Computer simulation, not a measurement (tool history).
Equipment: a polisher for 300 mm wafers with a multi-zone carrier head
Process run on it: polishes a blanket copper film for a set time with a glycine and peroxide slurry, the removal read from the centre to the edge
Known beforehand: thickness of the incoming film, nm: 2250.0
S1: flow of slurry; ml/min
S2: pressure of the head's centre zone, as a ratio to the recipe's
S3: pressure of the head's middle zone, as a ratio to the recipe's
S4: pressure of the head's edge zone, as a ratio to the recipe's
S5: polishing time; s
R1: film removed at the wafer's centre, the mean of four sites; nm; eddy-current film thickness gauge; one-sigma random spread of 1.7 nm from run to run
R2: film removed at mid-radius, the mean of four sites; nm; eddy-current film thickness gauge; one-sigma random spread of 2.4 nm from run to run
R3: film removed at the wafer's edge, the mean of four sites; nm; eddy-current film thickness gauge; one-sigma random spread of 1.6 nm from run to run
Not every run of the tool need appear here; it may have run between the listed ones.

run  hour   S1    S2    S3    S4  S5      R1      R2      R3
  1     0  215     1     1     1  63  301.87  300.93  312.04
  2   3.1  215  1.01     1  0.96  59  286.99  287.69  288.86
  3   9.4  215  1.02  0.99  0.93  56  276.05  267.07  268.34
  4    11  245  1.02  0.99  0.93  56  279.62  276.33  274.78
  5  12.8  230  1.02  0.99   0.9  54  266.45  260.86  260.54
  6  18.7  255  1.02  0.99   0.9  54  270.24  265.27  261.47
  7  19.4  250  1.03  0.99  0.88  52  263.47  257.52  246.45
  8  25.3  240  1.03  0.98  0.86  51  255.06  245.23  238.22
  9  27.8  225  1.03  0.98  0.85  51  252.51  247.34   234.6

Estimate the outcome of run 10 from the log above:
 10  34.2  215  1.03  0.97  0.84  51   ?   ?   ?

{"run 10": {"R1": 250.98, "R2": 241.55, "R3": 233.07}}
